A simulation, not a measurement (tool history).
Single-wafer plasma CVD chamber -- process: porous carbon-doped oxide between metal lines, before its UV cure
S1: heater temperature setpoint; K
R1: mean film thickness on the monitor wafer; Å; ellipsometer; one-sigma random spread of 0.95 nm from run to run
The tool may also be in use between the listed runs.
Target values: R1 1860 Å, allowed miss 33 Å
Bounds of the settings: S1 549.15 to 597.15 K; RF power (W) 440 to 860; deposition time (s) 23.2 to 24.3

{"run": 1, "hour": 0.0, "S1": 573.15, "RF power (W)": 650, "deposition time (s)": 24.3, "R1": 1646}
{"run": 2, "hour": 6.0, "S1": 573.15, "RF power (W)": 650, "deposition time (s)": 24.3, "R1": 1650.8}
{"run": 3, "hour": 11.8, "S1": 569.15, "RF power (W)": 650, "deposition time (s)": 24.3, "R1": 1688.6}
{"run": 4, "hour": 19.0, "S1": 569.15, "RF power (W)": 650, "deposition time (s)": 23.2, "R1": 1626.3}
{"run": 5, "hour": 23.7, "S1": 567.15, "RF power (W)": 655, "deposition time (s)": 23.2, "R1": 1646.3}
{"run": 6, "hour": 29.9, "S1": 563.15, "RF power (W)": 655, "deposition time (s)": 23.2, "R1": 1690}
{"run": 7, "hour": 37.3, "S1": 562.15, "RF power (W)": 660, "deposition time (s)": 23.2, "R1": 1716}
{"run": 8, "hour": 44.1, "S1": 561.15, "RF power (W)": 660, "deposition time (s)": 23.2, "R1": 1716.7}
{"run": 9, "hour": 49.5, "S1": 560.15, "RF power (W)": 660, "deposition time (s)": 23.2, "R1": 1723.4}
{"run": 10, "hour": 55.7, "S1": 559.15, "RF power (W)": 665, "deposition time (s)": 23.2, "R1": 1759.4}

Exercise: of the 4 proposed moves below, exactly one satisfies all targets within the stated allowed misses. Which move is it?
{"run": "A", "hour": 61.9, "S1": 552.15, "RF power (W)": 645, "deposition time (s)": 24.1, "R1": "?"}
{"run": "B", "hour": 61.9, "S1": 551.15, "RF power (W)": 670, "deposition time (s)": 24.3, "R1": "?"}
{"run": "C", "hour": 61.9, "S1": 556.15, "RF power (W)": 655, "deposition time (s)": 23.6, "R1": "?"}
{"run": "D", "hour": 61.9, "S1": 563.15, "RF power (W)": 810, "deposition time (s)": 23.6, "R1": "?"}

move=A R1=1857.2
move=B R1=1926.5
move=C R1=1788.8
move=D R1=1935.8
A: hits every target within its allowed miss
B: takes the biggest miss from the last run beyond its target
C: moves toward the targets from the last run without getting all of them in spec
D: takes the biggest miss from the last run beyond its target
Go with A: it meets all targets.

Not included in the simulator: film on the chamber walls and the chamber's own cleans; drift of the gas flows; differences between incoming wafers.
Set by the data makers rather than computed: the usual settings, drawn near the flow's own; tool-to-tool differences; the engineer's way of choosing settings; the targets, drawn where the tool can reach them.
